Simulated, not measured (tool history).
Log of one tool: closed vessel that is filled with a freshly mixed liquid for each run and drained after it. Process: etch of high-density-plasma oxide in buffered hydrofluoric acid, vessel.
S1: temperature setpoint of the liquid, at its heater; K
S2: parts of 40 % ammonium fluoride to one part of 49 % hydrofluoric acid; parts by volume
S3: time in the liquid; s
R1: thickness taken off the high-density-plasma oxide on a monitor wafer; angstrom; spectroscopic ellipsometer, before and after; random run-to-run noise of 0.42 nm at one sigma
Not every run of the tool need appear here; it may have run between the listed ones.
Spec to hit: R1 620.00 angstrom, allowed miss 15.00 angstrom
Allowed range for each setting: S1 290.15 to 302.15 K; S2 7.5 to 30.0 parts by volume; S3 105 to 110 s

{"run": 1, "hour": 0.0, "S1": 294.15, "S2": 21.0, "S3": 105, "R1": 533.01}
{"run": 2, "hour": 5.4, "S1": 294.15, "S2": 21.0, "S3": 110, "R1": 562.89}
{"run": 3, "hour": 11.8, "S1": 294.65, "S2": 21.0, "S3": 110, "R1": 584.32}
{"run": 4, "hour": 17.4, "S1": 295.15, "S2": 21.0, "S3": 110, "R1": 604.53}
{"run": 5, "hour": 24.7, "S1": 295.15, "S2": 25.0, "S3": 110, "R1": 533.73}
{"run": 6, "hour": 29.2, "S1": 296.15, "S2": 25.0, "S3": 110, "R1": 568.5}
{"run": 7, "hour": 32.9, "S1": 296.65, "S2": 25.0, "S3": 110, "R1": 578.14}
{"run": 8, "hour": 37.9, "S1": 296.65, "S2": 25.0, "S3": 110, "R1": 581.76}

Consider the 5 candidate settings below. Which is the only one whose results all fall within their allowed miss of target?
{"run": "A", "hour": 42.9, "S1": 297.15, "S2": 21.5, "S3": 110, "R1": "?"}
{"run": "B", "hour": 42.9, "S1": 294.65, "S2": 18.0, "S3": 110, "R1": "?"}
{"run": "C", "hour": 42.9, "S1": 299.65, "S2": 26.5, "S3": 110, "R1": "?"}
{"run": "D", "hour": 42.9, "S1": 299.15, "S2": 26.0, "S3": 105, "R1": "?"}
{"run": "E", "hour": 42.9, "S1": 295.15, "S2": 18.5, "S3": 110, "R1": "?"}

move=A R1=658.70
move=B R1=669.20
move=C R1=653.70
move=D R1=615.30
move=E R1=669.68
A: takes the result that was furthest off past its target
B: takes the result that was furthest off past its target
C: takes the result that was furthest off past its target
D: every result within its allowed miss
E: takes the result that was furthest off past its target
D is the move that brings every result within its allowed miss.
